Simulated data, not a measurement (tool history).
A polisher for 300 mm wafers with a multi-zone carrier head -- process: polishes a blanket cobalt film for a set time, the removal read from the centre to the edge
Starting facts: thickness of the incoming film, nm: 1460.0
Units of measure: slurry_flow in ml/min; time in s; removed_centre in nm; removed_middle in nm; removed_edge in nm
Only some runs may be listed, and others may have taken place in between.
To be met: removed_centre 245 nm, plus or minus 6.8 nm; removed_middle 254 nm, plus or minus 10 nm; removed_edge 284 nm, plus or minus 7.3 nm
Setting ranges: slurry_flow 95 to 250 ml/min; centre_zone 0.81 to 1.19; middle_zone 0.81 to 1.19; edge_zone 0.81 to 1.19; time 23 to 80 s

run,hour,slurry_flow,centre_zone,middle_zone,edge_zone,time,removed_centre,removed_middle,removed_edge
1,0,160,1,1,1,51,233.32,235.6,235.35
2,8.5,165,0.99,1,1.02,51,235.31,240.43,239.67
3,13.9,165,1.04,1,1.02,51,243.06,232.26,237.96
4,22.4,170,1.03,0.99,1.04,51,246.58,237.39,241.56
5,26,170,1.01,0.98,1.06,51,239.91,231.99,243.1
6,32.2,170,1.01,1.05,1.06,51,239.81,247.58,245.96
7,35.5,170,1,1.04,1.07,51,239.02,244.21,244.76
8,44.1,170,0.99,1.03,1.08,52,239.33,247.61,251.67
9,51.6,170,0.98,1.02,1.09,52,239.66,243,253.86
10,57.1,175,0.97,1.02,1.1,52,238.73,241.78,252.54
11,58.8,175,0.96,1.02,1.11,53,242.15,249.25,261.47
12,67.1,175,0.96,1.02,1.11,53,244.7,253.01,263.94
13,72.5,175,0.95,1.02,1.12,53,244.98,251.91,262.08
14,76.8,175,0.94,1.01,1.13,53,241.97,252.51,265.99
15,83.6,175,0.93,1,1.14,53,235.34,250.07,265.34
16,87.6,175,0.93,0.99,1.15,53,238.8,248.2,266.11

Exactly one of the 4 candidate moves below puts every result within its allowed miss. Which one?
A,91.6,175,1.06,1,1.14,50,?,?,?
B,91.6,200,0.87,0.96,1.19,54,?,?,?
C,91.6,150,0.97,1.11,1.05,53,?,?,?
D,91.6,185,0.91,0.99,1.13,52,?,?,?

move,removed_centre,removed_middle,removed_edge
A,243.41,231.18,246.12
B,240.18,252.16,277.76
C,232.76,249.14,243.33
D,233.12,242.46,257.17
A: misses by more than the last run did
B: meets every target
C: misses by more than the last run did
D: misses by more than the last run did
The move that meets every target is B.
